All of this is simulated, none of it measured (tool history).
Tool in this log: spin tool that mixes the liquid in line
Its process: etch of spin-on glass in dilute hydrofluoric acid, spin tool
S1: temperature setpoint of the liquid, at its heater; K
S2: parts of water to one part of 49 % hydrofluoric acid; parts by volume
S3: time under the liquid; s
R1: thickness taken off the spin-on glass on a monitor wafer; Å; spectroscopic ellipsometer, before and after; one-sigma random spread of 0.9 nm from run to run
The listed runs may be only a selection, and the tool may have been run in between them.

run  hour      S1  S2  S3       R1
  1   0.0  294.15  40  65   773.56
  2   6.4  294.15  40  65   786.06
  3   7.5  296.15  40  65   842.13
  4  16.4  294.15  40  65   781.82
  5  23.1  294.15  40  65   775.95
  6  23.7  292.65  40  65   739.34
  7  31.9  296.65  25  65  1422.10

What will run 8 give?
  8  39.0  296.15  25  65   ?

R1: 1388.80 Å

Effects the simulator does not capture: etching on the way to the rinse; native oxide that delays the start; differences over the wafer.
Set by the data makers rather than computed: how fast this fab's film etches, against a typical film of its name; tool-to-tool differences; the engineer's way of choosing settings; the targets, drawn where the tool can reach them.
